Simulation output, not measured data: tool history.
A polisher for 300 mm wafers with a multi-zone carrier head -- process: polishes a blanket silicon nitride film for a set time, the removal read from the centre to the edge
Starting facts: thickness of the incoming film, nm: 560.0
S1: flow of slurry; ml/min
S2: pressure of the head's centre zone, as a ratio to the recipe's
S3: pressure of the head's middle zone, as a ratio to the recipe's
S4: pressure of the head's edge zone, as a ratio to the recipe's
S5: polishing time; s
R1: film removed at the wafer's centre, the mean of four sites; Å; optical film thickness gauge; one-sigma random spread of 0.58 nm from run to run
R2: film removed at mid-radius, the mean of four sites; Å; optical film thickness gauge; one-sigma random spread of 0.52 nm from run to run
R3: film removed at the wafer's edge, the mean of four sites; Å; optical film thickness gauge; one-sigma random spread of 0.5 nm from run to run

| run | hour | S1 | S2 | S3 | S4 | S5 | R1 | R2 | R3 |
|---|---|---|---|---|---|---|---|---|---|
| 1 | 0 | 265 | 1 | 1 | 1 | 46 | 865.26 | 866.51 | 905.44 |
| 2 | 3.7 | 265 | 1 | 1 | 1 | 57 | 1096.8 | 1065 | 1126.5 |
| 3 | 11.9 | 265 | 0.92 | 1 | 1 | 57 | 999.28 | 1074.3 | 1127.9 |
| 4 | 20.5 | 265 | 0.94 | 1.01 | 0.96 | 49 | 879.23 | 939.9 | 941.63 |
| 5 | 23.6 | 265 | 0.94 | 1.01 | 0.96 | 57 | 1008 | 1068.5 | 1101.3 |
| 6 | 29.8 | 265 | 0.95 | 1.01 | 0.93 | 49 | 876.66 | 906.86 | 941.29 |
| 7 | 34.9 | 270 | 0.96 | 1.04 | 0.92 | 42 | 751.71 | 812.16 | 805.11 |
| 8 | 36.5 | 270 | 0.98 | 1.06 | 0.9 | 38 | 698.05 | 749.92 | 724.54 |
|  | 44.9 | edge zone pressure recalibrated |
| 9 | 44.9 | 265 | 0.98 | 1.09 | 0.81 | 25 | 456.23 | 504.57 | 423.69 |
| 10 | 51.8 | 285 | 0.99 | 1.1 | 0.85 | 25 | 468.63 | 505.21 | 436.86 |
| 11 | 60.3 | 285 | 0.99 | 1.12 | 0.88 | 26 | 493.16 | 537.6 | 461.95 |
| 12 | 64.5 | 285 | 0.99 | 1.12 | 0.88 | 26 | 491.52 | 540.46 | 462.34 |
| 13 | 65.7 | 285 | 0.99 | 1.13 | 0.92 | 26 | 489.19 | 532.08 | 474 |
| 14 | 71.8 | 285 | 0.99 | 1.14 | 0.94 | 27 | 515.62 | 566.29 | 489.08 |
| 15 | 79.6 | 285 | 0.99 | 1.14 | 0.97 | 27 | 505.95 | 567.43 | 501.02 |

Run 16, settings as shown, results not yet in. Your forecast:
| 16 | 88.1 | 285 | 0.99 | 1.14 | 0.97 | 27 | ? | ? | ? |

R1: 521.62 Å
R2: 556.75 Å
R3: 498.06 Å
